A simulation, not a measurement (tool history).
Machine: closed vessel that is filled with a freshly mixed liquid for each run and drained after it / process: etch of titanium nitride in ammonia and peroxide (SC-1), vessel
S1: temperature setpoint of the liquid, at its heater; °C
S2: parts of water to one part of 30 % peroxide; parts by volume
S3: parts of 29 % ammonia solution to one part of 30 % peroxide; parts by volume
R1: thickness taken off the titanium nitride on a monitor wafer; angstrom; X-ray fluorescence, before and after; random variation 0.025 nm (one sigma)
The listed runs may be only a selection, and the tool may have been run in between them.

{"run": 1, "hour": 0.0, "S1": 61.0, "S2": 7.5, "S3": 0.9, "time in the liquid (s)": 35, "R1": 40.119}
{"run": 2, "hour": 1.9, "S1": 61.5, "S2": 7.5, "S3": 0.9, "time in the liquid (s)": 35, "R1": 41.308}
{"run": 3, "hour": 4.6, "S1": 56.5, "S2": 7.5, "S3": 0.9, "time in the liquid (s)": 35, "R1": 29.92}
{"run": 4, "hour": 8.7, "S1": 56.5, "S2": 7.5, "S3": 0.7, "time in the liquid (s)": 35, "R1": 28.774}
{"run": 5, "hour": 15.4, "S1": 57.5, "S2": 7.5, "S3": 0.7, "time in the liquid (s)": 35, "R1": 30.418}
{"run": 6, "hour": 21.0, "S1": 58.5, "S2": 7.5, "S3": 0.7, "time in the liquid (s)": 35, "R1": 32.86}
{"run": 7, "hour": 25.7, "S1": 59.5, "S2": 7.5, "S3": 0.7, "time in the liquid (s)": 35, "R1": 35.08}

Run 8 is up next; what results do you expect?
{"run": 8, "hour": 29.2, "S1": 60.5, "S2": 7.5, "S3": 0.7, "time in the liquid (s)": 35, "R1": "?"}

Run 8 measured R1 37.345 angstrom.

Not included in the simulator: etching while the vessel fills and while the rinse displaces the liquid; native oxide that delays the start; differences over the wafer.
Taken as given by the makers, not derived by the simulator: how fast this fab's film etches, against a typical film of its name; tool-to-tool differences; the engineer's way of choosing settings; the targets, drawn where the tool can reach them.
